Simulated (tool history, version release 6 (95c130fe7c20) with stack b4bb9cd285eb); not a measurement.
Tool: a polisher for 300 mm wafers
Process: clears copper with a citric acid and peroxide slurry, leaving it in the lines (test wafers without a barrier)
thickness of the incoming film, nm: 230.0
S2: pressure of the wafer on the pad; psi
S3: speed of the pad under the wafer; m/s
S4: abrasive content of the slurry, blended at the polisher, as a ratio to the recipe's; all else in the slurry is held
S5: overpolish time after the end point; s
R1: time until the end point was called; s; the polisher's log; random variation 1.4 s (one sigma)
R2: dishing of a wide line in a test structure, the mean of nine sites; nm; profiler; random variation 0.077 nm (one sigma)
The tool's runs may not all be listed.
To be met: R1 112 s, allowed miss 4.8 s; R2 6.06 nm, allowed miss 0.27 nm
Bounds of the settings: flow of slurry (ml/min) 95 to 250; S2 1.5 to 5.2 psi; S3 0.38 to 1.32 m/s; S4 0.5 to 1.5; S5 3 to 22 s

Run 1, hour 0: flow of slurry (ml/min) 160, S2 3.3 psi, S3 0.84 m/s, S4 1, S5 11 s. Result: R1 115.68 s, R2 15.431 nm.
Run 2, hour 3.5: flow of slurry (ml/min) 165, S2 3.2 psi, S3 0.86 m/s, S4 1, S5 9 s. Result: R1 118.74 s, R2 12.44 nm.
Run 3, hour 11.9: flow of slurry (ml/min) 165, S2 3.2 psi, S3 1.04 m/s, S4 1, S5 9 s. Result: R1 99.843 s, R2 14.658 nm.
Run 4, hour 14: flow of slurry (ml/min) 205, S2 3.2 psi, S3 1.04 m/s, S4 1, S5 9 s. Result: R1 97.515 s, R2 15.037 nm.
Run 5, hour 23: flow of slurry (ml/min) 205, S2 3.2 psi, S3 1.04 m/s, S4 1, S5 13 s. Result: R1 97.952 s, R2 21.136 nm.
Run 6, hour 31.8: flow of slurry (ml/min) 215, S2 2.9 psi, S3 1.06 m/s, S4 0.9, S5 10 s. Result: R1 101.03 s, R2 16.187 nm.
Run 7, hour 36.7: flow of slurry (ml/min) 180, S2 2.9 psi, S3 1.02 m/s, S4 1.05, S5 8 s. Result: R1 104.74 s, R2 12.796 nm.
Run 8, hour 38: flow of slurry (ml/min) 155, S2 2.6 psi, S3 1.02 m/s, S4 1.15, S5 7 s. Result: R1 110.53 s, R2 10.601 nm.
Run 9, hour 40.7: flow of slurry (ml/min) 140, S2 2.3 psi, S3 1.06 m/s, S4 1.25, S5 6 s. Result: R1 115.35 s, R2 8.8567 nm.
Run 10, hour 47.7: flow of slurry (ml/min) 95, S2 1.9 psi, S3 1.18 m/s, S4 1.5, S5 3 s. Result: R1 116.03 s, R2 4.3717 nm.
Run 11, hour 54.7: flow of slurry (ml/min) 110, S2 1.9 psi, S3 1.18 m/s, S4 1.45, S5 3 s. Result: R1 110.05 s, R2 4.4005 nm.
Run 12, hour 58.9: flow of slurry (ml/min) 120, S2 2 psi, S3 1.16 m/s, S4 1.4, S5 3 s. Result: R1 112.05 s, R2 4.5448 nm.
Run 13, hour 66.2: flow of slurry (ml/min) 125, S2 2.1 psi, S3 1.14 m/s, S4 1.35, S5 3 s. Result: R1 112.21 s, R2 4.54 nm.
Run 14, hour 71.9: flow of slurry (ml/min) 135, S2 2.1 psi, S3 1.12 m/s, S4 1.35, S5 3 s. Result: R1 111.75 s, R2 4.5282 nm.
Run 15, hour 80.1: flow of slurry (ml/min) 130, S2 2.2 psi, S3 1.12 m/s, S4 1.3, S5 3 s. Result: R1 109.75 s, R2 4.5968 nm.
Run 16, hour 82.3: flow of slurry (ml/min) 145, S2 2.2 psi, S3 1.1 m/s, S4 1.3, S5 3 s. Result: R1 114.19 s, R2 4.4916 nm.
Run 17, hour 91.2: flow of slurry (ml/min) 140, S2 2.3 psi, S3 1.1 m/s, S4 1.2, S5 3 s. Result: R1 110.04 s, R2 4.6332 nm.
Run 18, hour 94.2: flow of slurry (ml/min) 135, S2 2.3 psi, S3 1.1 m/s, S4 1.2, S5 7 s. Result: R1 112.32 s, R2 10.578 nm.
Run 19, hour 102.8: flow of slurry (ml/min) 145, S2 2.5 psi, S3 1.04 m/s, S4 1.3, S5 7 s. Result: R1 109.16 s, R2 10.876 nm.
Run 20, hour 111.9: flow of slurry (ml/min) 150, S2 2.5 psi, S3 1.06 m/s, S4 1.15, S5 7 s. Result: R1 111.32 s, R2 10.439 nm.
Run 21, hour 114.2: flow of slurry (ml/min) 150, S2 2.7 psi, S3 0.98 m/s, S4 1.2, S5 7 s. Result: R1 114.78 s, R2 10.336 nm.
Run 22, hour 115.2: flow of slurry (ml/min) 150, S2 2.6 psi, S3 1.02 m/s, S4 1.05, S5 7 s. Result: R1 113.34 s, R2 10.169 nm.
Run 23, hour 116.1: flow of slurry (ml/min) 150, S2 2.8 psi, S3 0.98 m/s, S4 1.1, S5 6 s. Result: R1 114.2 s, R2 8.8578 nm.
Run 24, hour 119.3: flow of slurry (ml/min) 155, S2 2.7 psi, S3 1 m/s, S4 1.2, S5 6 s. Result: R1 107.89 s, R2 9.0775 nm.
Run 25, hour 124.2: flow of slurry (ml/min) 150, S2 2.6 psi, S3 1.06 m/s, S4 1.15, S5 6 s. Result: R1 107.21 s, R2 9.4817 nm.
Run 26, hour 125.7: flow of slurry (ml/min) 165, S2 2.5 psi, S3 1.06 m/s, S4 1.25, S5 6 s. Result: R1 107.38 s, R2 9.4848 nm.
Run 27, hour 131.5: flow of slurry (ml/min) 150, S2 2.5 psi, S3 1.08 m/s, S4 1.15, S5 6 s. Result: R1 105.89 s, R2 9.2691 nm.
Run 28, hour 135.2: flow of slurry (ml/min) 150, S2 2.6 psi, S3 1.06 m/s, S4 1.2, S5 6 s. Result: R1 106.29 s, R2 9.3996 nm.
Run 29, hour 140.9: flow of slurry (ml/min) 150, S2 2.5 psi, S3 1.08 m/s, S4 1.15, S5 6 s. Result: R1 106.99 s, R2 9.5399 nm.

4 next moves are on the table. One of them brings every result within its allowed miss. Which?
Run A, hour 146.6: flow of slurry (ml/min) 150, S2 2.2 psi, S3 1.02 m/s, S4 1.15, S5 5 s. Result: R1 ?, R2 ?.
Run B, hour 146.6: flow of slurry (ml/min) 95, S2 2.9 psi, S3 0.88 m/s, S4 1.5, S5 4 s. Result: R1 ?, R2 ?.
Run C, hour 146.6: flow of slurry (ml/min) 115, S2 2.2 psi, S3 1.12 m/s, S4 1.4, S5 4 s. Result: R1 ?, R2 ?.
Run D, hour 146.6: flow of slurry (ml/min) 160, S2 1.8 psi, S3 1.04 m/s, S4 1.45, S5 5 s. Result: R1 ?, R2 ?.

move      R1      R2
   A   119.6  6.9707
   B  119.24  5.6229
   C  109.32  6.1171
   D   120.5  6.9135
A: nearer than the last run, and not there yet
B: takes the result that was furthest off past its target
C: meets every target
D: nearer than the last run, and not there yet
The right move is C.

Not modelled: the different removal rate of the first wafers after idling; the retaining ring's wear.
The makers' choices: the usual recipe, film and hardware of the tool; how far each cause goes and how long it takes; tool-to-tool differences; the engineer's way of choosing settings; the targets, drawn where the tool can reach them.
